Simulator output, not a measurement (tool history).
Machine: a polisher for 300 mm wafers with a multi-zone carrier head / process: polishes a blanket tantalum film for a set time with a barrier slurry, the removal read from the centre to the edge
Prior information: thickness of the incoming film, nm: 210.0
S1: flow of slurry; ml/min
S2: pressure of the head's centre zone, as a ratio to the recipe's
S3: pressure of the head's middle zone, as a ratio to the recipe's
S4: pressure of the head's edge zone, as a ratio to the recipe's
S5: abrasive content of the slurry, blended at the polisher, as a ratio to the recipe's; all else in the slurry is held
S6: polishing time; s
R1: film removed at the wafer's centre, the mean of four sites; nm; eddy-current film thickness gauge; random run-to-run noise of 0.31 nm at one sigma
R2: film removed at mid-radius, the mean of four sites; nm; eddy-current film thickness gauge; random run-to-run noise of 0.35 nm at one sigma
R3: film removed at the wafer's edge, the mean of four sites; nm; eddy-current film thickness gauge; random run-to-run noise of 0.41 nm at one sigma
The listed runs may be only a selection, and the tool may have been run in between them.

run 1 hour=0.0 | S1=150 S2=1.00 S3=1.00 S4=1.00 S5=1.00 S6=53 | R1=68.666 R2=70.551 R3=68.303
run 2 hour=2.8 | S1=150 S2=1.00 S3=1.00 S4=1.08 S5=1.00 S6=53 | R1=69.412 R2=69.983 R3=72.127
run 3 hour=3.9 | S1=150 S2=1.00 S3=1.00 S4=1.14 S5=1.00 S6=53 | R1=69.718 R2=70.527 R3=74.307
run 4 hour=10.2 | S1=145 S2=0.97 S3=1.00 S4=1.09 S5=0.90 S6=51 | R1=62.686 R2=64.291 R3=66.832
run 5 hour=15.1 | S1=145 S2=1.04 S3=1.00 S4=1.09 S5=0.90 S6=51 | R1=68.137 R2=64.888 R3=67.298
run 6 hour=19.5 | S1=140 S2=1.00 S3=1.01 S4=1.06 S5=0.85 S6=50 | R1=62.757 R2=63.299 R3=63.728
run 7 hour=20.5 | S1=135 S2=0.97 S3=1.01 S4=1.04 S5=0.80 S6=48 | R1=57.091 R2=59.138 R3=58.303
run 8 hour=24.4 | S1=130 S2=0.94 S3=1.02 S4=1.04 S5=0.75 S6=47 | R1=52.888 R2=58.389 R3=56.249
run 9 hour=28.7 | S1=130 S2=0.94 S3=1.02 S4=1.04 S5=0.75 S6=47 | R1=52.800 R2=58.023 R3=56.459
run 10 hour=33.9 | S1=125 S2=0.92 S3=1.01 S4=1.02 S5=0.70 S6=46 | R1=49.229 R2=53.606 R3=54.721
run 11 hour=38.1 | S1=135 S2=0.84 S3=1.11 S4=0.92 S5=0.50 S6=38 | R1=33.777 R2=44.184 R3=39.397

Run 12 comes next. What will it give?
run 12 hour=40.6 | S1=145 S2=0.84 S3=1.10 S4=0.94 S5=0.50 S6=38 | R1=? R2=? R3=?

Run 12 gave R1 34.403 nm, R2 45.138 nm, R3 40.233 nm.
